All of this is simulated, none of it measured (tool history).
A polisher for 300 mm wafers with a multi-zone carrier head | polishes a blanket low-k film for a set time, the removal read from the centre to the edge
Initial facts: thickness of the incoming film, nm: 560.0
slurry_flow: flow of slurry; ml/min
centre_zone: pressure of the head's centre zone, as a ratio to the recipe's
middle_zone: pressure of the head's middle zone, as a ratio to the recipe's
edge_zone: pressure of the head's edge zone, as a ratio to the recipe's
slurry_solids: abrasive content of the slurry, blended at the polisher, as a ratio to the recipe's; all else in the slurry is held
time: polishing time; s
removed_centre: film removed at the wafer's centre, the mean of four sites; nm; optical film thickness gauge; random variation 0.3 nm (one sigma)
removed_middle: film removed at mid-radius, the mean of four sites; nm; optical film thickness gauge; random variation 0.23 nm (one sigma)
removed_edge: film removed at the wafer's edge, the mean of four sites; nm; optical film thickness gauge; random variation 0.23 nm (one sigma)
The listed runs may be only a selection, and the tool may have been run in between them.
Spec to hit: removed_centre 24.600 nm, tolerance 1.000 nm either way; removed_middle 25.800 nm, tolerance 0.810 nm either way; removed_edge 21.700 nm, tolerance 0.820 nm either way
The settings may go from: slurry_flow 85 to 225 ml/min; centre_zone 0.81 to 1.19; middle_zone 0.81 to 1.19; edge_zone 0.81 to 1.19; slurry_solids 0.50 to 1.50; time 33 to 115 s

Run 1, hour 0.0: slurry_flow 145 ml/min, centre_zone 1.00, middle_zone 1.00, edge_zone 1.00, slurry_solids 1.00, time 73 s. Result: removed_centre 38.561 nm, removed_middle 38.454 nm, removed_edge 38.137 nm.
Run 2, hour 7.1: slurry_flow 180 ml/min, centre_zone 1.00, middle_zone 1.00, edge_zone 1.00, slurry_solids 1.00, time 73 s. Result: removed_centre 40.675 nm, removed_middle 40.135 nm, removed_edge 39.363 nm.
Run 3, hour 8.3: slurry_flow 180 ml/min, centre_zone 1.00, middle_zone 1.01, edge_zone 0.98, slurry_solids 0.95, time 70 s. Result: removed_centre 38.062 nm, removed_middle 37.608 nm, removed_edge 36.369 nm.
Run 4, hour 12.4: slurry_flow 180 ml/min, centre_zone 1.00, middle_zone 1.01, edge_zone 1.05, slurry_solids 0.95, time 70 s. Result: removed_centre 37.976 nm, removed_middle 37.941 nm, removed_edge 37.812 nm.
Run 5, hour 19.2: slurry_flow 145 ml/min, centre_zone 1.00, middle_zone 1.01, edge_zone 1.05, slurry_solids 0.95, time 70 s. Result: removed_centre 36.134 nm, removed_middle 36.917 nm, removed_edge 37.281 nm.
Run 6, hour 23.9: slurry_flow 145 ml/min, centre_zone 1.00, middle_zone 1.01, edge_zone 1.00, slurry_solids 0.95, time 70 s. Result: removed_centre 37.393 nm, removed_middle 36.576 nm, removed_edge 35.943 nm.
Run 7, hour 32.4: slurry_flow 145 ml/min, centre_zone 0.98, middle_zone 1.02, edge_zone 0.98, slurry_solids 0.90, time 68 s. Result: removed_centre 34.492 nm, removed_middle 35.550 nm, removed_edge 34.818 nm.
Run 8, hour 40.1: slurry_flow 150 ml/min, centre_zone 0.99, middle_zone 1.04, edge_zone 0.96, slurry_solids 0.85, time 65 s. Result: removed_centre 32.596 nm, removed_middle 33.620 nm, removed_edge 31.985 nm.
Run 9, hour 46.6: slurry_flow 150 ml/min, centre_zone 1.00, middle_zone 1.05, edge_zone 0.94, slurry_solids 0.80, time 63 s. Result: removed_centre 31.438 nm, removed_middle 32.118 nm, removed_edge 30.092 nm.
Run 10, hour 55.0: slurry_flow 135 ml/min, centre_zone 1.01, middle_zone 1.13, edge_zone 0.84, slurry_solids 0.55, time 53 s. Result: removed_centre 23.683 nm, removed_middle 26.094 nm, removed_edge 21.388 nm.

Which one of the following 4 next-run settings gets every result inside its allowed miss? There is exactly one.
Run A, hour 63.4: slurry_flow 185 ml/min, centre_zone 1.01, middle_zone 1.15, edge_zone 0.84, slurry_solids 0.50, time 49 s. Result: removed_centre ?, removed_middle ?, removed_edge ?.
Run B, hour 63.4: slurry_flow 140 ml/min, centre_zone 0.99, middle_zone 1.14, edge_zone 0.85, slurry_solids 0.80, time 46 s. Result: removed_centre ?, removed_middle ?, removed_edge ?.
Run C, hour 63.4: slurry_flow 130 ml/min, centre_zone 0.94, middle_zone 1.18, edge_zone 0.84, slurry_solids 0.50, time 55 s. Result: removed_centre ?, removed_middle ?, removed_edge ?.
Run D, hour 63.4: slurry_flow 170 ml/min, centre_zone 1.00, middle_zone 1.07, edge_zone 0.81, slurry_solids 0.65, time 51 s. Result: removed_centre ?, removed_middle ?, removed_edge ?.

move  removed_centre  removed_middle  removed_edge
   A          22.714          24.692        20.140
   B          22.727          25.080        20.973
   C          22.516          26.784        21.692
   D          24.805          25.619        21.971
A: the biggest miss grows against the last run
B: the biggest miss grows against the last run
C: the biggest miss grows against the last run
D: hits every target within its allowed miss
The right move is D.
